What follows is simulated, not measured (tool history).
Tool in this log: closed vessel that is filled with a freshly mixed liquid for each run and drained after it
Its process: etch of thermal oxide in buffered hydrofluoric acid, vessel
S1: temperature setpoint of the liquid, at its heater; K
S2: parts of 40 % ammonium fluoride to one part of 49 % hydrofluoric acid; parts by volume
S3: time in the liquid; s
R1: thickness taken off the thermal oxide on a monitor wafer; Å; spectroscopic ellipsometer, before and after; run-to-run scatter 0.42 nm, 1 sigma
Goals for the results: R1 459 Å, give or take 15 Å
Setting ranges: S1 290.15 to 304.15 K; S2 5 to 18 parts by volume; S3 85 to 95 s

run	hour	S1	S2	S3	R1
1	0	296.15	11	85	734.44
2	2	296.15	9.5	85	840.18
3	6.9	296.15	12	85	671.81
4	11.7	294.15	12.5	85	578.27
5	16.9	294.15	12.5	95	651.44
6	22.6	294.15	15.5	95	525.44
7	31.1	293.65	15.5	95	502.32
8	37.5	293.15	15.5	95	494.28

Which single option among these 4 for the next run brings every result within its allowed miss of target? Just one does.
A	43.9	294.15	18	90	?
B	43.9	293.15	18	95	?
C	43.9	295.65	18	90	?
D	43.9	291.65	15.5	90	?

move	R1
A	427.14
B	426.33
C	464.24
D	430.19
A: moves the result that the last run missed by most past its target, out the other side
B: moves the result that the last run missed by most past its target, out the other side
C: meets every target
D: moves the result that the last run missed by most past its target, out the other side
Go with C: it meets all targets.

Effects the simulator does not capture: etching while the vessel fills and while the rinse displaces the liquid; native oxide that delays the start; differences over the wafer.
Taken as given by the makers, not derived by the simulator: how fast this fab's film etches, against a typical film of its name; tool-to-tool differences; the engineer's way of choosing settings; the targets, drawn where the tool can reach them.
